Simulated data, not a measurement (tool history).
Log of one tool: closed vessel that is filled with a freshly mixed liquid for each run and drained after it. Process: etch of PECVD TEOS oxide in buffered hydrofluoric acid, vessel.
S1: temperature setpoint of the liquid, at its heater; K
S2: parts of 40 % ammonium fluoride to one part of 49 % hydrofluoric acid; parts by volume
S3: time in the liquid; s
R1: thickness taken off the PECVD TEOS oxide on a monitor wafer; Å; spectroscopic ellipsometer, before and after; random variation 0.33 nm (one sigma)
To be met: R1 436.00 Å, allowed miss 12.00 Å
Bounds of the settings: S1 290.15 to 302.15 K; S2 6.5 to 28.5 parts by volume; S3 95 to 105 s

Run 1, hour 0.0: S1 294.15 K, S2 17.5 parts by volume, S3 95 s. Result: R1 697.72 Å.
Run 2, hour 1.2: S1 293.15 K, S2 18.5 parts by volume, S3 95 s. Result: R1 627.03 Å.
Run 3, hour 6.0: S1 296.15 K, S2 18.5 parts by volume, S3 95 s. Result: R1 749.47 Å.
Run 4, hour 15.3: S1 296.15 K, S2 16.5 parts by volume, S3 95 s. Result: R1 830.90 Å.
Run 5, hour 17.4: S1 294.65 K, S2 18.0 parts by volume, S3 95 s. Result: R1 716.31 Å.
Run 6, hour 21.9: S1 294.65 K, S2 18.0 parts by volume, S3 105 s. Result: R1 782.06 Å.
Run 7, hour 27.5: S1 293.65 K, S2 19.5 parts by volume, S3 105 s. Result: R1 673.07 Å.
Run 8, hour 35.7: S1 292.65 K, S2 20.5 parts by volume, S3 105 s. Result: R1 617.48 Å.
Run 9, hour 41.9: S1 290.15 K, S2 26.0 parts by volume, S3 105 s. Result: R1 455.08 Å.

4 next moves are on the table. One of them brings every result within its allowed miss. Which?
Run A, hour 48.1: S1 290.15 K, S2 24.0 parts by volume, S3 95 s. Result: R1 ?.
Run B, hour 48.1: S1 290.15 K, S2 28.0 parts by volume, S3 100 s. Result: R1 ?.
Run C, hour 48.1: S1 290.15 K, S2 26.5 parts by volume, S3 95 s. Result: R1 ?.
Run D, hour 48.1: S1 290.15 K, S2 26.0 parts by volume, S3 95 s. Result: R1 ?.

move      R1
   A  429.93
   B  406.70
   C  401.40
   D  406.74
A: meets every target
B: takes the result that was furthest off past its target
C: takes the result that was furthest off past its target
D: takes the result that was furthest off past its target
Answer: A
